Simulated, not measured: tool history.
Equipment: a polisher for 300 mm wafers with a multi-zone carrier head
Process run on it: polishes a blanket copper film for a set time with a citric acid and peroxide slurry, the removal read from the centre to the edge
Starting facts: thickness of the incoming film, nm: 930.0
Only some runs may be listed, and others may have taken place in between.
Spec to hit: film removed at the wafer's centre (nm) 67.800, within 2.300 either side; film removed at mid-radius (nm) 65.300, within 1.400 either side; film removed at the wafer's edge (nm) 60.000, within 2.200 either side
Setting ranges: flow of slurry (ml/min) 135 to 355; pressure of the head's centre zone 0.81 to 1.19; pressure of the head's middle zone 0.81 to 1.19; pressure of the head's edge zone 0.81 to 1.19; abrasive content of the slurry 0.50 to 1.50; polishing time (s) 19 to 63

run  hour  flow of slurry (ml/min)  pressure of the head's centre zone  pressure of the head's middle zone  pressure of the head's edge zone  abrasive content of the slurry  polishing time (s)  film removed at the wafer's centre (nm)  film removed at mid-radius (nm)  film removed at the wafer's edge (nm)
  1   0.0                      225                                1.00                                1.00                              1.00                            1.00                  41                                   71.465                           73.072                                 71.823
  2   8.3                      215                                1.01                                0.99                              0.94                            0.90                  41                                   71.119                           70.585                                 68.807
  3  12.6                      215                                1.01                                1.03                              0.94                            0.90                  41                                   71.032                           73.638                                 68.588
  4  17.0                      215                                1.01                                1.03                              0.94                            0.75                  41                                   66.543                           71.331                                 66.195
  5  20.1                      215                                1.09                                1.03                              0.94                            0.75                  41                                   73.639                           71.387                                 66.251
  6  22.2                      215                                1.09                                1.07                              0.94                            0.75                  41                                   73.386                           73.017                                 66.974
  7  26.5                      205                                1.08                                1.04                              0.91                            0.70                  41                                   71.074                           70.742                                 64.380
  8  27.6                      195                                1.08                                1.02                              0.89                            0.70                  41                                   71.527                           68.945                                 62.414
  9  28.3                      185                                1.07                                1.01                              0.89                            0.70                  41                                   70.586                           68.603                                 63.037
 10  29.9                      180                                1.06                                1.00                              0.88                            0.70                  41                                   69.943                           67.392                                 61.894

Exactly one of the 5 candidate moves below puts every result within its allowed miss. Which one?
  A  31.5                      175                                1.12                                0.97                              0.81                            0.75                  42                                        ?                                ?                                      ?
  B  31.5                      215                                1.08                                1.01                              0.92                            0.55                  43                                        ?                                ?                                      ?
  C  31.5                      170                                1.09                                1.04                              0.86                            0.50                  43                                        ?                                ?                                      ?
  D  31.5                      185                                1.10                                1.03                              0.91                            0.70                  39                                        ?                                ?                                      ?
  E  31.5                      145                                1.10                                1.09                              0.85                            0.65                  42                                        ?                                ?                                      ?

move  film removed at the wafer's centre (nm)  film removed at mid-radius (nm)  film removed at the wafer's edge (nm)
   A                                   77.049                           67.936                                 61.739
   B                                   73.584                           69.452                                 64.229
   C                                   71.266                           68.492                                 60.245
   D                                   69.831                           65.884                                 59.835
   E                                   72.214                           71.694                                 60.496
A: misses by more than the last run did
B: misses by more than the last run did
C: misses by more than the last run did
D: hits every target within its allowed miss
E: misses by more than the last run did
So the answer is move D, the one that meets all the targets.

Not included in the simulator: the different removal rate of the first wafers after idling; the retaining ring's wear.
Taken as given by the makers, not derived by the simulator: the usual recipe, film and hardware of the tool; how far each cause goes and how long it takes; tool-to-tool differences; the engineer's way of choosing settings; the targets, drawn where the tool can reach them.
